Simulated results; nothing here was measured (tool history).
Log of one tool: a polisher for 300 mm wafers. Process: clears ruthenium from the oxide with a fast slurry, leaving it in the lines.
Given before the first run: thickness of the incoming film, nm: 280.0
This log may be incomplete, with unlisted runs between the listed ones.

run,hour,flow of slurry (ml/min),pressure of the wafer on the pad (kPa),speed of the pad under the wafer (cm/s),abrasive content of the slurry,overpolish time after the end point (s),time until the end point was called (s),dishing of a wide line in a test structure (Å)
1,0,165,22.8,92,1,23,65.236,703.34
2,8.9,175,22.1,92,1,21,66.564,652.94
3,13.7,175,22.1,92,1.15,21,61.696,684.04
4,19,210,22.1,92,1.15,21,60.646,691.45
5,25.2,230,22.1,92,1.15,21,58.766,710
6,27.8,230,20.7,92,1.15,19,62.708,625.32
7,34.8,230,20,92,1.15,18,64.565,575.34
8,35.8,225,19.3,92,1.15,17,66.091,532.39
9,38.3,220,18.6,92,1.15,16,68.122,499.95
10,41.7,190,16.5,92,1.15,12,77.009,348.53
11,48.7,195,16.5,92,1.15,12,75.661,352.58
12,49.6,200,16.5,92,1.15,12,76.663,351.96

Run 13 comes next. What will it give?
13,57.3,205,16.5,92,1.15,12,?,?

For run 13 the tool returned time until the end point was called (s) 76.076, dishing of a wide line in a test structure (Å) 351.42.
